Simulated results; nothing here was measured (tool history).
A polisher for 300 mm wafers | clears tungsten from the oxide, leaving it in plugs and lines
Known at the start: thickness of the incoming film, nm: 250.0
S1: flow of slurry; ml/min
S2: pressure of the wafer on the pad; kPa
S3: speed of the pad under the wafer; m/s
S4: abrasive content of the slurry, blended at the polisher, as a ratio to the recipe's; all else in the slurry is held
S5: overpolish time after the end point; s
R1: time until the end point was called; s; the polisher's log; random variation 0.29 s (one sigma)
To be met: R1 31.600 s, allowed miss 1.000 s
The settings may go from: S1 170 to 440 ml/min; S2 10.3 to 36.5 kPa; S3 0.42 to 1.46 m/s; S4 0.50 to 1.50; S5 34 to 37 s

run 1 day=0.000 | S1=280 S2=23.4 S3=0.94 S4=1.00 S5=34 | R1=64.868
run 2 day=0.225 | S1=280 S2=26.9 S3=0.98 S4=1.00 S5=34 | R1=54.755
run 3 day=0.596 | S1=280 S2=30.3 S3=0.98 S4=1.00 S5=34 | R1=47.977
run 4 day=0.729 | S1=280 S2=30.3 S3=0.82 S4=1.00 S5=34 | R1=58.436
run 5 day=0.808 | S1=280 S2=31.7 S3=0.90 S4=1.00 S5=34 | R1=50.973
run 6 day=0.996 | S1=280 S2=31.7 S3=0.78 S4=1.00 S5=34 | R1=57.690
run 7 day=1.217 | S1=280 S2=33.1 S3=0.88 S4=1.00 S5=34 | R1=50.387
-- day=1.312 slurry blender recalibrated
run 8 day=1.312 | S1=280 S2=33.1 S3=0.88 S4=1.00 S5=34 | R1=44.330
run 9 day=1.633 | S1=280 S2=33.8 S3=0.90 S4=1.00 S5=34 | R1=43.246
run 10 day=1.954 | S1=280 S2=34.5 S3=0.92 S4=1.00 S5=34 | R1=41.680

Which of these 4 next moves meets every target?
run A day=2.275 | S1=335 S2=36.5 S3=1.04 S4=0.90 S5=34 | R1=?
run B day=2.275 | S1=255 S2=36.5 S3=1.14 S4=1.00 S5=34 | R1=?
run C day=2.275 | S1=230 S2=32.4 S3=0.86 S4=1.00 S5=37 | R1=?
run D day=2.275 | S1=290 S2=33.8 S3=1.04 S4=0.85 S5=34 | R1=?

move=A R1=35.104
move=B R1=31.663
move=C R1=47.016
move=D R1=38.779
A: nearer than the last run, and not there yet
B: meets every target
C: further off than the last run
D: nearer than the last run, and not there yet
Move B is the one to make.
